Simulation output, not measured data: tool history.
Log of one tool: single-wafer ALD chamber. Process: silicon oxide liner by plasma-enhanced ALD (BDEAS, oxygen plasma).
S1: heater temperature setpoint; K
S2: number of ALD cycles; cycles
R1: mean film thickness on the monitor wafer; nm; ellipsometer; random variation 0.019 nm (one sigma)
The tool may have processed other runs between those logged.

run 1 hour=0 | S1=593.15 S2=55 | R1=4.7715
run 2 hour=2.7 | S1=594.15 S2=51 | R1=4.4202
run 3 hour=10.7 | S1=594.15 S2=49 | R1=4.2761
run 4 hour=19.4 | S1=585.15 S2=49 | R1=4.2825
run 5 hour=22.1 | S1=585.15 S2=47 | R1=4.1147
run 6 hour=22.6 | S1=585.15 S2=50 | R1=4.3527
run 7 hour=24.4 | S1=585.15 S2=48 | R1=4.1748

Forecast run 8:
run 8 hour=30.5 | S1=585.15 S2=48 | R1=?

{"run 8": {"R1": 4.1765}}
